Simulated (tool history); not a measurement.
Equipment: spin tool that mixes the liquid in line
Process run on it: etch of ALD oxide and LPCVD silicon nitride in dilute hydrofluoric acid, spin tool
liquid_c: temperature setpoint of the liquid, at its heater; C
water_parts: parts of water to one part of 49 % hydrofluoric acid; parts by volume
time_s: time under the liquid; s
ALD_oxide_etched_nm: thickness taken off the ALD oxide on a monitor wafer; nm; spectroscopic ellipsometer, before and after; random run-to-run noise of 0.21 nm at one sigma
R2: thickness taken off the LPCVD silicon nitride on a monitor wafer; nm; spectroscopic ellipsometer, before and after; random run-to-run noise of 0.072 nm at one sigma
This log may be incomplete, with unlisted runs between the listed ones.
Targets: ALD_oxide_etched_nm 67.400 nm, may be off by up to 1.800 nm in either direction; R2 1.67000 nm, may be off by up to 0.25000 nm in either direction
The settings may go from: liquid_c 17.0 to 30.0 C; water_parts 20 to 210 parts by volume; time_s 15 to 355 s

run 1 day=0.000 | liquid_c=22.0 water_parts=115 time_s=180 | ALD_oxide_etched_nm=21.345 R2=0.73346
run 2 day=0.221 | liquid_c=22.0 water_parts=155 time_s=180 | ALD_oxide_etched_nm=15.273 R2=0.47498
run 3 day=0.254 | liquid_c=22.0 water_parts=125 time_s=180 | ALD_oxide_etched_nm=19.469 R2=0.61925
run 4 day=0.592 | liquid_c=22.0 water_parts=85 time_s=180 | ALD_oxide_etched_nm=30.354 R2=0.92765
run 5 day=0.938 | liquid_c=22.0 water_parts=115 time_s=180 | ALD_oxide_etched_nm=21.377 R2=0.73557
run 6 day=1.250 | liquid_c=22.0 water_parts=115 time_s=130 | ALD_oxide_etched_nm=15.511 R2=0.50489
-- day=1.579 hydrofluoric acid flow meter replaced
run 7 day=1.579 | liquid_c=22.0 water_parts=105 time_s=140 | ALD_oxide_etched_nm=19.984 R2=0.60739
run 8 day=1.842 | liquid_c=22.5 water_parts=95 time_s=145 | ALD_oxide_etched_nm=23.762 R2=0.74700
run 9 day=2.038 | liquid_c=24.0 water_parts=45 time_s=180 | ALD_oxide_etched_nm=70.264 R2=2.11330
run 10 day=2.321 | liquid_c=23.5 water_parts=40 time_s=175 | ALD_oxide_etched_nm=75.660 R2=2.32730
run 11 day=2.392 | liquid_c=23.0 water_parts=40 time_s=175 | ALD_oxide_etched_nm=74.129 R2=2.28030
run 12 day=2.696 | liquid_c=22.5 water_parts=40 time_s=175 | ALD_oxide_etched_nm=72.610 R2=1.98440
run 13 day=2.942 | liquid_c=22.5 water_parts=40 time_s=175 | ALD_oxide_etched_nm=72.781 R2=2.15460
run 14 day=3.221 | liquid_c=22.0 water_parts=40 time_s=175 | ALD_oxide_etched_nm=71.158 R2=2.01590
run 15 day=3.550 | liquid_c=21.5 water_parts=40 time_s=175 | ALD_oxide_etched_nm=69.833 R2=1.75870

Next run, 4 choices. One meets every target within its allowed miss, the rest don't. Which?
run A day=3.879 | liquid_c=21.5 water_parts=35 time_s=155 | ALD_oxide_etched_nm=? R2=?
run B day=3.879 | liquid_c=18.0 water_parts=35 time_s=180 | ALD_oxide_etched_nm=? R2=?
run C day=3.879 | liquid_c=19.5 water_parts=45 time_s=210 | ALD_oxide_etched_nm=? R2=?
run D day=3.879 | liquid_c=19.5 water_parts=35 time_s=170 | ALD_oxide_etched_nm=? R2=?

move=A ALD_oxide_etched_nm=70.885 R2=1.94840
move=B ALD_oxide_etched_nm=70.813 R2=1.77050
move=C ALD_oxide_etched_nm=67.759 R2=1.80030
move=D ALD_oxide_etched_nm=71.371 R2=1.85890
A: moves away from the targets compared with the last run
B: moves away from the targets compared with the last run
C: all results in spec
D: moves away from the targets compared with the last run
The move that meets every target is C.

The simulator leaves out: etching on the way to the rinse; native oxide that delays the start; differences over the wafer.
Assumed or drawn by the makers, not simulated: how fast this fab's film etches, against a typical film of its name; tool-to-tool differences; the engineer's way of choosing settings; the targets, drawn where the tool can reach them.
